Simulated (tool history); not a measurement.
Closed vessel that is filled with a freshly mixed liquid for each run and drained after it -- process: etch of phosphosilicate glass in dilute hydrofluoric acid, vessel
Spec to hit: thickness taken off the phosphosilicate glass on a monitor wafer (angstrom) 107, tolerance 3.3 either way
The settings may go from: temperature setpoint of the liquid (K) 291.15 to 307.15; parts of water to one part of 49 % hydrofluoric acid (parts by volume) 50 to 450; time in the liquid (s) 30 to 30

run	day	temperature setpoint of the liquid (K)	parts of water to one part of 49 % hydrofluoric acid (parts by volume)	time in the liquid (s)	thickness taken off the phosphosilicate glass on a monitor wafer (angstrom)
1	0	299.15	250	30	53.881
2	0.338	299.15	170	30	88.559
3	0.529	300.65	170	30	93.215
4	0.888	300.65	220	30	67.598
5	1.096	300.65	220	30	66.771
6	1.254	300.65	185	30	83.938
7	1.354	302.65	180	30	92.647
8	1.721	303.65	180	30	95.486
9	1.883	304.65	180	30	100.93

4 next moves are on the table. One of them brings every result within its allowed miss. Which?
A	2.046	303.15	175	30	?
B	2.046	302.65	160	30	?
C	2.046	304.15	180	30	?
D	2.046	303.65	175	30	?

move	thickness taken off the phosphosilicate glass on a monitor wafer (angstrom)
A	100.01
B	109.75
C	99.936
D	101.75
A: lands further from the targets than the last run did
B: every result lands within tolerance
C: lands further from the targets than the last run did
D: nearer than the last run, and not there yet
The right move is B.
